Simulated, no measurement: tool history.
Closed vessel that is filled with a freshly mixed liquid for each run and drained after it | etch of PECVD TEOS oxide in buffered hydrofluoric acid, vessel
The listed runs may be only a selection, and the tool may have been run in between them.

run  hour  temperature setpoint of the liquid (K)  parts of 40 % ammonium fluoride to one part of 49 % hydrofluoric acid (parts by volume)  time in the liquid (s)  thickness taken off the PECVD TEOS oxide on a monitor wafer (nm)
  1   0.0                                  294.15                                                                                     23.0                      85                                                            49.368
  2   7.7                                  290.65                                                                                     23.0                      85                                                            40.514
  3  10.4                                  290.65                                                                                     18.5                      85                                                            47.698
  4  12.6                                  292.65                                                                                     18.5                      85                                                            53.810
  5  18.4                                  291.15                                                                                     18.5                      85                                                            49.767
  6  26.2                                  293.15                                                                                     18.5                      85                                                            55.132
  7  30.9                                  294.65                                                                                     18.5                      85                                                            60.166
  8  31.9                                  295.65                                                                                     18.5                      85                                                            64.460
  9  40.0                                  296.65                                                                                     18.5                      85                                                            67.116
 10  44.6                                  296.65                                                                                     18.5                      85                                                            67.056

The next listed run, before its measurement:
 11  47.8                                  297.65                                                                                     18.5                      85                                                                 ?

Run 11 gave thickness taken off the PECVD TEOS oxide on a monitor wafer (nm) 70.356.

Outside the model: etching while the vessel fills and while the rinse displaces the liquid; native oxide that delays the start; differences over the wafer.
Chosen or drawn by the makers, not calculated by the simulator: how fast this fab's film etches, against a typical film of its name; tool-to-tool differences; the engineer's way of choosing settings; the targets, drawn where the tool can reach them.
